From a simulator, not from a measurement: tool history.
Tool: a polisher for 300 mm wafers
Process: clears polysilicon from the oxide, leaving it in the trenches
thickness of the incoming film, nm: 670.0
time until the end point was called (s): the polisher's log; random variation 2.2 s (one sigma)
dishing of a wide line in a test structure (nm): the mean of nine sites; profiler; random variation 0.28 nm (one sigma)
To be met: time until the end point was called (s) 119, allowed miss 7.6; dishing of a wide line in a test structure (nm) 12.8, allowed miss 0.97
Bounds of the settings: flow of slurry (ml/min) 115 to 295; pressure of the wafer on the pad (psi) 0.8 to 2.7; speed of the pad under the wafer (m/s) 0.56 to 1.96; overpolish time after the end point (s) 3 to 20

run,hour,flow of slurry (ml/min),pressure of the wafer on the pad (psi),speed of the pad under the wafer (m/s),overpolish time after the end point (s),time until the end point was called (s),dishing of a wide line in a test structure (nm)
1,0,190,1.7,1.26,10,69.62,37.754
2,3.6,190,1.4,1.18,8,85.201,33.509
3,4.1,165,1.4,0.96,6,107.4,24.759
4,6,150,1.6,0.82,5,109.98,20.663
5,10.4,115,1.6,0.82,5,117.05,20.176
6,18.9,115,1.6,0.82,9,111.83,29.864
7,25.7,115,1.7,0.74,7,116.77,25.003
8,32.3,115,1.6,0.78,6,119.19,22.433
9,34.5,115,1.7,0.7,5,128.3,18.339
10,39.5,120,1.9,0.66,4,122.18,15.383
11,41.5,120,2,0.64,4,124.12,16.102
12,43,125,1.5,1,3,98.47,15.014
13,48.4,120,1.8,0.84,3,104.67,13.927
14,50,120,1.9,0.76,3,114.1,14.002

Which of these 4 next moves meets every target?
A,51.6,125,2,0.58,4,?,?
B,51.6,175,1.8,0.88,3,?,?
C,51.6,175,2,0.64,3,?,?
D,51.6,120,2.1,0.66,4,?,?

move,time until the end point was called (s),dishing of a wide line in a test structure (nm)
A,138.68,14.296
B,97.391,15.091
C,122.63,12.449
D,119.12,16.183
A: further off than the last run
B: further off than the last run
C: meets every target
D: further off than the last run
The right move is C.
